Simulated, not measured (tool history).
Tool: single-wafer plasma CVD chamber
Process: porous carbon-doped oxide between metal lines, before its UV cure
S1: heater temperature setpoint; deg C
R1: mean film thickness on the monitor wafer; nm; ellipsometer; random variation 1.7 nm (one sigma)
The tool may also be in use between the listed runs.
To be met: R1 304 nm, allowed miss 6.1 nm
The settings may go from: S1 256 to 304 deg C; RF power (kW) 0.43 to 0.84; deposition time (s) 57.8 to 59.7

{"run": 1, "hour": 0.0, "S1": 280, "RF power (kW)": 0.635, "deposition time (s)": 57.8, "R1": 382.99}
{"run": 2, "hour": 2.7, "S1": 280, "RF power (kW)": 0.595, "deposition time (s)": 57.8, "R1": 365.01}
{"run": 3, "hour": 8.9, "S1": 286, "RF power (kW)": 0.58, "deposition time (s)": 57.8, "R1": 340.47}
{"run": 4, "hour": 15.5, "S1": 279, "RF power (kW)": 0.58, "deposition time (s)": 57.8, "R1": 356.82}
{"run": 5, "hour": 17.4, "S1": 279, "RF power (kW)": 0.58, "deposition time (s)": 59.7, "R1": 373.58}
{"run": 6, "hour": 26.0, "S1": 279, "RF power (kW)": 0.625, "deposition time (s)": 59.7, "R1": 391.76}
{"hour": 30.4, "done": "RF generator calibrated"}
{"run": 7, "hour": 30.4, "S1": 285, "RF power (kW)": 0.6, "deposition time (s)": 59.6, "R1": 375.92}
{"run": 8, "hour": 35.9, "S1": 288, "RF power (kW)": 0.565, "deposition time (s)": 59.5, "R1": 350.4}

5 next moves are on the table. One of them brings every result within its allowed miss. Which?
{"run": "A", "hour": 41.4, "S1": 279, "RF power (kW)": 0.46, "deposition time (s)": 57.8, "R1": "?"}
{"run": "B", "hour": 41.4, "S1": 284, "RF power (kW)": 0.465, "deposition time (s)": 57.8, "R1": "?"}
{"run": "C", "hour": 41.4, "S1": 289, "RF power (kW)": 0.5, "deposition time (s)": 57.8, "R1": "?"}
{"run": "D", "hour": 41.4, "S1": 293, "RF power (kW)": 0.485, "deposition time (s)": 57.8, "R1": "?"}
{"run": "E", "hour": 41.4, "S1": 284, "RF power (kW)": 0.52, "deposition time (s)": 57.8, "R1": "?"}

move=A R1=296.54
move=B R1=291.78
move=C R1=305.68
move=D R1=290.64
move=E R1=325.41
A: takes the result that was furthest off past its target
B: takes the result that was furthest off past its target
C: meets every target
D: takes the result that was furthest off past its target
E: nearer than the last run, and not there yet
The right move is C.
